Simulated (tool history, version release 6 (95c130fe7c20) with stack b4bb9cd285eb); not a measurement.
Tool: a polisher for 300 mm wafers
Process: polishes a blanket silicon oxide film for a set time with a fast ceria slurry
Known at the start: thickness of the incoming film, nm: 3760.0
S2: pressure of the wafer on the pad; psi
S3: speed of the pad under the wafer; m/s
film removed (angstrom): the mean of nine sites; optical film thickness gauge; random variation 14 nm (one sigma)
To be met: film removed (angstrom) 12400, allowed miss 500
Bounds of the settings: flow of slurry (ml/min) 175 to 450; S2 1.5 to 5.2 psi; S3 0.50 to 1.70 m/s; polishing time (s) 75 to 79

{"run": 1, "hour": 0.0, "flow of slurry (ml/min)": 290, "S2": 3.3, "S3": 1.1, "polishing time (s)": 75, "film removed (angstrom)": 14519}
{"run": 2, "hour": 4.9, "flow of slurry (ml/min)": 290, "S2": 3.2, "S3": 1.1, "polishing time (s)": 75, "film removed (angstrom)": 14404}
{"run": 3, "hour": 11.6, "flow of slurry (ml/min)": 290, "S2": 3.2, "S3": 1.22, "polishing time (s)": 75, "film removed (angstrom)": 16028}
{"run": 4, "hour": 20.6, "flow of slurry (ml/min)": 290, "S2": 3.1, "S3": 1.22, "polishing time (s)": 75, "film removed (angstrom)": 15487}
{"run": 5, "hour": 24.7, "flow of slurry (ml/min)": 290, "S2": 3.0, "S3": 1.22, "polishing time (s)": 75, "film removed (angstrom)": 15085}
{"run": 6, "hour": 26.0, "flow of slurry (ml/min)": 240, "S2": 3.0, "S3": 1.22, "polishing time (s)": 75, "film removed (angstrom)": 14878}
{"run": 7, "hour": 26.6, "flow of slurry (ml/min)": 240, "S2": 2.9, "S3": 1.22, "polishing time (s)": 75, "film removed (angstrom)": 14499}
{"run": 8, "hour": 27.9, "flow of slurry (ml/min)": 240, "S2": 2.8, "S3": 1.22, "polishing time (s)": 75, "film removed (angstrom)": 14061}
{"run": 9, "hour": 30.9, "flow of slurry (ml/min)": 240, "S2": 2.7, "S3": 1.22, "polishing time (s)": 75, "film removed (angstrom)": 13972}
{"run": 10, "hour": 39.1, "flow of slurry (ml/min)": 240, "S2": 2.6, "S3": 1.22, "polishing time (s)": 75, "film removed (angstrom)": 13536}
{"run": 11, "hour": 42.0, "flow of slurry (ml/min)": 240, "S2": 2.4, "S3": 1.22, "polishing time (s)": 75, "film removed (angstrom)": 13002}

Which of these 4 next moves meets every target?
{"run": "A", "hour": 44.9, "flow of slurry (ml/min)": 325, "S2": 2.9, "S3": 0.92, "polishing time (s)": 75, "film removed (angstrom)": "?"}
{"run": "B", "hour": 44.9, "flow of slurry (ml/min)": 210, "S2": 2.4, "S3": 1.18, "polishing time (s)": 75, "film removed (angstrom)": "?"}
{"run": "C", "hour": 44.9, "flow of slurry (ml/min)": 240, "S2": 2.8, "S3": 1.18, "polishing time (s)": 75, "film removed (angstrom)": "?"}
{"run": "D", "hour": 44.9, "flow of slurry (ml/min)": 240, "S2": 2.9, "S3": 1.14, "polishing time (s)": 75, "film removed (angstrom)": "?"}

move=A film_removed_(angstrom)=11538
move=B film_removed_(angstrom)=12467
move=C film_removed_(angstrom)=13910
move=D film_removed_(angstrom)=13745
A: takes the result that was furthest off past its target
B: meets every target
C: further off than the last run
D: further off than the last run
The right move is B.

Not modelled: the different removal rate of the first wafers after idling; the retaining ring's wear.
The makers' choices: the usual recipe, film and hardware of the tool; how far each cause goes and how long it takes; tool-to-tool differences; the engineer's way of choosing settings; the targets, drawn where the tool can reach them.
